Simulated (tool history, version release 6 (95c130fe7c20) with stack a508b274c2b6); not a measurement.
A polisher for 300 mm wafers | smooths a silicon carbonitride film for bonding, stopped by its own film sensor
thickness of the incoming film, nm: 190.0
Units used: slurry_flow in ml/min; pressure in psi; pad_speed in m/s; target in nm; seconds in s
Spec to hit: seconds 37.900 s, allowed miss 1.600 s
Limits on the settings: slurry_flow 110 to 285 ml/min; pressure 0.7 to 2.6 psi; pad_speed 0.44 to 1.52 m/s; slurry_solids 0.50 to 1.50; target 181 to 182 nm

run	day	slurry_flow	pressure	pad_speed	slurry_solids	target	seconds
1	0.000	180	1.6	0.98	1.00	181	45.312
2	0.067	180	1.7	0.98	1.00	181	43.540
3	0.154	180	1.8	0.98	1.00	181	41.143
4	0.221	180	1.8	0.74	1.00	181	51.217
5	0.500	180	1.8	0.74	0.85	181	55.085
6	0.854	180	1.9	0.74	0.85	181	52.514
7	1.092	180	2.0	0.74	0.85	181	50.653
8	1.354	180	2.1	0.74	0.85	181	48.025
9	1.421	180	2.2	0.74	0.85	181	45.960
10	1.750	180	2.3	0.74	0.85	181	43.198
11	1.967	180	2.4	0.74	0.85	181	42.222
12	2.096	185	2.5	0.74	0.85	181	40.066

Below are 4 possible settings for the next run. Only one of them brings all results inside the allowed miss of their targets. Which is it?
A	2.225	175	2.3	0.60	1.05	182	?
B	2.225	205	2.5	0.64	0.85	181	?
C	2.225	200	2.6	0.70	0.75	182	?
D	2.225	175	2.2	0.94	0.70	181	?

move	seconds
A	40.405
B	43.501
C	37.216
D	41.132
A: the biggest miss grows against the last run
B: the biggest miss grows against the last run
C: each result inside its tolerance
D: the biggest miss grows against the last run
So the answer is move C, the one that meets all the targets.
